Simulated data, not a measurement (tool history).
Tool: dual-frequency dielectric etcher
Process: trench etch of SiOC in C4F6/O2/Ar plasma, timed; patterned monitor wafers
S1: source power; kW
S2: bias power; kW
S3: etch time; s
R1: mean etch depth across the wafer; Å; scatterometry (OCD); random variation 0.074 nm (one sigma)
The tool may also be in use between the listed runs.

run 1 hour=0.0 | S1=0.390 S2=0.165 S3=14.5 | R1=275.95
run 2 hour=5.9 | S1=0.390 S2=0.165 S3=13.5 | R1=256.71
run 3 hour=13.4 | S1=0.390 S2=0.182 S3=13.5 | R1=263.35
run 4 hour=15.5 | S1=0.370 S2=0.178 S3=13.5 | R1=256.39
run 5 hour=23.0 | S1=0.370 S2=0.206 S3=13.5 | R1=270.36
run 6 hour=25.1 | S1=0.350 S2=0.200 S3=13.5 | R1=262.06

Run 7 comes next. What will it give?
run 7 hour=28.4 | S1=0.330 S2=0.194 S3=13.5 | R1=?

Run 7 gave R1 255.72 Å.

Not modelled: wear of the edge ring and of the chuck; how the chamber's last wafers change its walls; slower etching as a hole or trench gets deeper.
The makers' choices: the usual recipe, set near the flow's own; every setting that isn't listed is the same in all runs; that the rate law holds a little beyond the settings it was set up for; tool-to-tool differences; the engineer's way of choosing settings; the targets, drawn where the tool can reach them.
